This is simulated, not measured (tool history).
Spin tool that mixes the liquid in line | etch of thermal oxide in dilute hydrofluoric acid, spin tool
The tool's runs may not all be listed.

run	hour	temperature setpoint of the liquid (°C)	parts of water to one part of 49 % hydrofluoric acid (parts by volume)	time under the liquid (s)	thickness taken off the thermal oxide on a monitor wafer (Å)
1	0	21	260	75	9.9031
2	4.8	19	260	75	9.3026
3	9.5	19	260	55	6.7191
4	14.3	21	235	55	8.2434
5	14.9	22.5	195	60	12.049
6	16.9	22.5	240	60	9.0873
7	20.2	23	205	60	11.533
8	29.1	24	185	60	13.56
9	38	25	170	60	15.198

The next listed run, before its measurement:
10	41.9	25.5	160	60	?

Run 10 gave thickness taken off the thermal oxide on a monitor wafer (Å) 17.325.
